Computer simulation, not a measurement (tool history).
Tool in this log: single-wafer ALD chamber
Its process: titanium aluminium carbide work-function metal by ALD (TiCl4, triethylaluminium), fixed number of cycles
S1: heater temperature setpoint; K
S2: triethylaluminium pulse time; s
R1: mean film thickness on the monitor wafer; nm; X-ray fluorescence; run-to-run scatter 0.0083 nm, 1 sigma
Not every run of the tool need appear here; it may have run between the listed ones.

{"run": 1, "day": 0.0, "S1": 578.15, "S2": 9.63, "R1": 1.9878}
{"run": 2, "day": 0.292, "S1": 578.15, "S2": 11.36, "R1": 2.0182}
{"run": 3, "day": 0.55, "S1": 573.15, "S2": 11.36, "R1": 1.974}
{"run": 4, "day": 0.812, "S1": 573.15, "S2": 13.59, "R1": 1.9964}
{"run": 5, "day": 1.125, "S1": 573.15, "S2": 15.8, "R1": 2.0111}
{"run": 6, "day": 1.2, "S1": 569.15, "S2": 15.8, "R1": 1.959}
{"run": 7, "day": 1.567, "S1": 566.15, "S2": 15.62, "R1": 1.938}

The next listed run, before its measurement:
{"run": 8, "day": 1.896, "S1": 563.15, "S2": 15.25, "R1": "?"}

{"run 8": {"R1": 1.8991}}
